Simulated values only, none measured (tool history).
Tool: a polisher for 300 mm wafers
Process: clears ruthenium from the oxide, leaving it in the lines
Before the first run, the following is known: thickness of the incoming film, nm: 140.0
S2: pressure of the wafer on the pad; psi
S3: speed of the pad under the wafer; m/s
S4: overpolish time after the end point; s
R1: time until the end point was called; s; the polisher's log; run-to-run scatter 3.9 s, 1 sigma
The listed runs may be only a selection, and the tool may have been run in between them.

run 1 day=0 | flow_of_slurry_(ml/min)=125 S2=1.9 S3=0.82 S4=13 | R1=139.48
run 2 day=0.242 | flow_of_slurry_(ml/min)=125 S2=1.6 S3=0.8 S4=13 | R1=172.47
run 3 day=0.267 | flow_of_slurry_(ml/min)=125 S2=1.6 S3=0.8 S4=10 | R1=171.58
run 4 day=0.288 | flow_of_slurry_(ml/min)=125 S2=2.1 S3=0.8 S4=10 | R1=132.37
run 5 day=0.321 | flow_of_slurry_(ml/min)=125 S2=2.1 S3=0.66 S4=10 | R1=156.66
run 6 day=0.608 | flow_of_slurry_(ml/min)=125 S2=2.1 S3=0.66 S4=10 | R1=154.62
run 7 day=0.975 | flow_of_slurry_(ml/min)=125 S2=1.9 S3=0.66 S4=10 | R1=164.75
run 8 day=1.283 | flow_of_slurry_(ml/min)=125 S2=1.7 S3=0.64 S4=10 | R1=198.92

Predict the results of run 9:
run 9 day=1.375 | flow_of_slurry_(ml/min)=125 S2=1.6 S3=0.64 S4=10 | R1=?

Run 9 measured R1 206.05 s.

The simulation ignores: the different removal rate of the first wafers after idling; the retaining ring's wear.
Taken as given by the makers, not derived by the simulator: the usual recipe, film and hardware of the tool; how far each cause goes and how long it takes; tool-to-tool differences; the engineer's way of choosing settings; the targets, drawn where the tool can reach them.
